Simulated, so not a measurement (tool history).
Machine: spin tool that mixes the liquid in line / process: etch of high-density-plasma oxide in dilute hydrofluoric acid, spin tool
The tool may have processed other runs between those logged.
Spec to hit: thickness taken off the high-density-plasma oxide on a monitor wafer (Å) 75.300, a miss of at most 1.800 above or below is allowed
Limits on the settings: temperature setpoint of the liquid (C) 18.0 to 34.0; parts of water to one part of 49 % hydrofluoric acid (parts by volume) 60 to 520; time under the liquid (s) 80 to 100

| run | day | temperature setpoint of the liquid (C) | parts of water to one part of 49 % hydrofluoric acid (parts by volume) | time under the liquid (s) | thickness taken off the high-density-plasma oxide on a monitor wafer (Å) |
|---|---|---|---|---|---|
| 1 | 0.000 | 26.0 | 290 | 100 | 33.365 |
| 2 | 0.096 | 28.0 | 255 | 100 | 42.585 |
| 3 | 0.279 | 31.5 | 255 | 100 | 48.121 |
| 4 | 0.579 | 31.5 | 255 | 80 | 37.999 |
|  | 0.792 | hydrofluoric acid flow meter replaced |
| 5 | 0.792 | 31.5 | 185 | 80 | 53.097 |
| 6 | 0.929 | 31.5 | 275 | 80 | 32.187 |
| 7 | 1.300 | 34.0 | 160 | 80 | 68.601 |
| 8 | 1.362 | 34.0 | 155 | 80 | 72.697 |

Of the 5 settings listed for the next run, only one would bring every result within its allowed miss of target. Which one?
| A | 1.425 | 34.0 | 180 | 100 | ? |
| B | 1.425 | 34.0 | 155 | 90 | ? |
| C | 1.425 | 32.5 | 150 | 80 | ? |
| D | 1.425 | 34.0 | 160 | 90 | ? |
| E | 1.425 | 31.0 | 155 | 100 | ? |

| move | thickness taken off the high-density-plasma oxide on a monitor wafer (Å) |
|---|---|
| A | 75.178 |
| B | 81.361 |
| C | 71.444 |
| D | 78.263 |
| E | 81.422 |
A: every result lands within tolerance
B: carries the result that was furthest off beyond its target, to the other side
C: the biggest miss grows against the last run
D: carries the result that was furthest off beyond its target, to the other side
E: carries the result that was furthest off beyond its target, to the other side
Go with A: it meets all targets.
